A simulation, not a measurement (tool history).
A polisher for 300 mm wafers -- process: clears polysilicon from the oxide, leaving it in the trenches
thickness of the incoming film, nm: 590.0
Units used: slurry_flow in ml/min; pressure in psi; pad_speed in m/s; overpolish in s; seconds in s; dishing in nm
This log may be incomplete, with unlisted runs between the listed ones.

run  hour  slurry_flow  pressure  pad_speed  overpolish  seconds  dishing
  1   0.0          230       3.3       1.12          18   32.167   52.972
  2   3.4          230       3.0       1.10          14   34.857   52.909
  3  12.3          230       3.0       1.34          14   29.106   54.136
  4  19.8          255       3.1       1.08          11   34.323   51.812
  5  21.6          255       3.5       1.08          11   30.608   52.672
  6  28.0          255       3.5       1.08          14   31.214   54.051

Predict the results of run 7:
  7  34.0          220       3.0       1.08          11        ?        ?

Run 7 came out at seconds 36.291 s, dishing 50.054 nm.

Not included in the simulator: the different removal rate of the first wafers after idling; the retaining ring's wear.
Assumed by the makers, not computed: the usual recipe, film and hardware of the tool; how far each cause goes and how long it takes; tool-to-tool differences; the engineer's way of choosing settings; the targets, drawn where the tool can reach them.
